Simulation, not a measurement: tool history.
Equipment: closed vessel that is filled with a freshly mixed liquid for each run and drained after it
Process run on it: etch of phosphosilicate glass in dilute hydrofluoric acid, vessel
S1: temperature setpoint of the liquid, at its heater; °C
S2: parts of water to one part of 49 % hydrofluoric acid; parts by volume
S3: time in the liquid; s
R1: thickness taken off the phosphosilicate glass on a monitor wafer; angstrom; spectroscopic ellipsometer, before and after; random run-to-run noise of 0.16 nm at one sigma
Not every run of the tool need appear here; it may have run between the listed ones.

run 1 day=0.000 | S1=25.0 S2=110 S3=30 | R1=182.30
run 2 day=0.350 | S1=25.5 S2=110 S3=30 | R1=187.82
run 3 day=0.533 | S1=26.0 S2=110 S3=30 | R1=189.24
run 4 day=0.642 | S1=29.5 S2=110 S3=30 | R1=218.09
-- day=0.879 hydrofluoric acid flow meter replaced
run 5 day=0.879 | S1=29.5 S2=150 S3=30 | R1=134.66
run 6 day=0.904 | S1=27.5 S2=150 S3=30 | R1=124.97
run 7 day=1.250 | S1=28.5 S2=145 S3=30 | R1=133.93

For run 8, what comes out?
run 8 day=1.575 | S1=29.5 S2=140 S3=30 | R1=?

{"run 8": {"R1": 146.62}}
